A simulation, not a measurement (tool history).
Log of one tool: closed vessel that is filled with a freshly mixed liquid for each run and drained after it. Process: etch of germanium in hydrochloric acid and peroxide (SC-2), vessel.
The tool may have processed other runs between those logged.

run	hour	temperature setpoint of the liquid (°C)	parts of water to one part each of 37 % hydrochloric acid and 30 % peroxide (parts by volume)	time in the liquid (s)	thickness taken off the germanium on a monitor wafer (angstrom)
1	0	58	5	35	1308.4
2	6.5	59	5	35	1349.7
3	10.3	60	5	35	1394.8
4	17	60	5	30	1200.2
5	21.4	62	5	30	1271.6
6	25.7	63.5	5	30	1326.5
7	29.5	65	5	30	1384.4
8	33.9	66	5	30	1429.8
9	41.8	66.5	5	30	1450.6
10	50.9	67	5	30	1471.2

Estimate the outcome of run 11 from the log above:
11	57	67.5	5	30	?

Run 11 yielded thickness taken off the germanium on a monitor wafer (angstrom) 1489.1.
